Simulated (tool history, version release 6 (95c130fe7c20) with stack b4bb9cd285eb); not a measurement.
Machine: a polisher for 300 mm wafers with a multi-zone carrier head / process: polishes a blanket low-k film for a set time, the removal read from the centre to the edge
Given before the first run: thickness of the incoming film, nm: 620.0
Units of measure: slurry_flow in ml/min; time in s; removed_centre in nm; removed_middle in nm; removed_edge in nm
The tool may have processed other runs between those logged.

{"run": 1, "hour": 0.0, "slurry_flow": 255, "centre_zone": 1.0, "middle_zone": 1.0, "edge_zone": 1.0, "slurry_solids": 1.0, "time": 51, "removed_centre": 10.215, "removed_middle": 10.289, "removed_edge": 10.42}
{"run": 2, "hour": 1.8, "slurry_flow": 255, "centre_zone": 1.0, "middle_zone": 1.0, "edge_zone": 1.0, "slurry_solids": 0.9, "time": 51, "removed_centre": 9.4837, "removed_middle": 9.5845, "removed_edge": 9.7891}
{"run": 3, "hour": 5.5, "slurry_flow": 255, "centre_zone": 1.0, "middle_zone": 1.0, "edge_zone": 1.0, "slurry_solids": 0.9, "time": 40, "removed_centre": 7.6127, "removed_middle": 7.6316, "removed_edge": 7.7259}
{"run": 4, "hour": 7.8, "slurry_flow": 260, "centre_zone": 1.03, "middle_zone": 1.01, "edge_zone": 1.03, "slurry_solids": 1.05, "time": 43, "removed_centre": 9.1091, "removed_middle": 9.0504, "removed_edge": 9.1258}
{"run": 5, "hour": 16.5, "slurry_flow": 265, "centre_zone": 1.06, "middle_zone": 1.01, "edge_zone": 1.06, "slurry_solids": 1.15, "time": 45, "removed_centre": 10.473, "removed_middle": 9.9293, "removed_edge": 10.198}
{"run": 6, "hour": 19.8, "slurry_flow": 270, "centre_zone": 1.07, "middle_zone": 1.02, "edge_zone": 1.08, "slurry_solids": 1.25, "time": 47, "removed_centre": 11.571, "removed_middle": 11.123, "removed_edge": 11.546}
{"run": 7, "hour": 22.8, "slurry_flow": 280, "centre_zone": 1.09, "middle_zone": 1.04, "edge_zone": 1.1, "slurry_solids": 1.3, "time": 48, "removed_centre": 12.298, "removed_middle": 11.589, "removed_edge": 11.776}
{"run": 8, "hour": 30.7, "slurry_flow": 280, "centre_zone": 1.09, "middle_zone": 1.04, "edge_zone": 1.1, "slurry_solids": 1.35, "time": 50, "removed_centre": 13.047, "removed_middle": 12.32, "removed_edge": 12.899}

Expected results for the next run?
{"run": 9, "hour": 35.0, "slurry_flow": 280, "centre_zone": 1.1, "middle_zone": 1.05, "edge_zone": 1.1, "slurry_solids": 1.4, "time": 51, "removed_centre": "?", "removed_middle": "?", "removed_edge": "?"}

removed_centre: 13.6310 nm
removed_middle: 12.7800 nm
removed_edge: 12.9750 nm

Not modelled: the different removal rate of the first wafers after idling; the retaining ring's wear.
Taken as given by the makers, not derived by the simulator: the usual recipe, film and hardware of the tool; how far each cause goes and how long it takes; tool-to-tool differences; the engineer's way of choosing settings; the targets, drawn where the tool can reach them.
